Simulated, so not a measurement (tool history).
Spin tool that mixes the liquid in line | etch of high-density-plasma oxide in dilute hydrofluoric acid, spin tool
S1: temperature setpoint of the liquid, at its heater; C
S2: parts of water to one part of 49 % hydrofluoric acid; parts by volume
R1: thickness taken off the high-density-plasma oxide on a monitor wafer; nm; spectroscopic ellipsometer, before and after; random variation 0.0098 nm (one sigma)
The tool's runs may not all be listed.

run 1 hour=0.0 | S1=23.0 S2=230 time_under_the_liquid_(s)=60 | R1=1.0899
run 2 hour=7.6 | S1=23.0 S2=150 time_under_the_liquid_(s)=60 | R1=1.8408
run 3 hour=9.6 | S1=23.0 S2=200 time_under_the_liquid_(s)=60 | R1=1.2798
run 4 hour=13.6 | S1=21.5 S2=205 time_under_the_liquid_(s)=60 | R1=1.2052
run 5 hour=16.0 | S1=25.0 S2=205 time_under_the_liquid_(s)=60 | R1=1.3690
run 6 hour=24.1 | S1=25.0 S2=140 time_under_the_liquid_(s)=60 | R1=2.1688

Forecast run 7:
run 7 hour=27.6 | S1=22.5 S2=165 time_under_the_liquid_(s)=60 | R1=?

{"run 7": {"R1": 1.5641}}
